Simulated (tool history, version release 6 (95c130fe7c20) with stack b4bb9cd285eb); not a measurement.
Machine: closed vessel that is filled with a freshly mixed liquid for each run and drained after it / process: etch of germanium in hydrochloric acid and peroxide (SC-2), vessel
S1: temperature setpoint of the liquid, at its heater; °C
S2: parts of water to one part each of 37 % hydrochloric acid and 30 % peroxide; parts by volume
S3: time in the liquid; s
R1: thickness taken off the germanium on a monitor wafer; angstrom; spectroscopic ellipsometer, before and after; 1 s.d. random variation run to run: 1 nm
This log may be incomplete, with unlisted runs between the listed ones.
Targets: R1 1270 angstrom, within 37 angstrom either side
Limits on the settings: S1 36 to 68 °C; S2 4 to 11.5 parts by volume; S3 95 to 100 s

run    day    S1   S2   S3      R1
  1      0    52  6.5   95    1443
  2  0.308  51.5  6.5   95  1437.2
  3  0.438  51.5  6.5  100  1509.2
  4  0.821  50.5  6.5  100  1482.3
  5      1    50  6.5  100  1441.2
  6  1.283  49.5  6.5  100  1439.6
  7  1.367    49  6.5  100  1401.9
  8  1.475  48.5  6.5  100  1366.6
  9  1.675    48  6.5  100    1348
 10  1.721    48  6.5  100  1358.8
 11  1.817  47.5  6.5  100  1317.2

Next run, 5 choices. One meets every target within its allowed miss, the rest don't. Which?
  A  1.912    48    6  100   ?
  B  1.912    46  6.5  100   ?
  C  1.912    46  7.5   95   ?
  D  1.912    44    8  100   ?
  E  1.912  47.5    4  100   ?

move      R1
   A  1343.1
   B  1254.2
   C    1183
   D  1161.6
   E  1332.7
A: the biggest miss grows against the last run
B: every result within its allowed miss
C: the result that was furthest off in the last run now lies on the other side of its target
D: the result that was furthest off in the last run now lies on the other side of its target
E: the biggest miss grows against the last run
B meets every target.
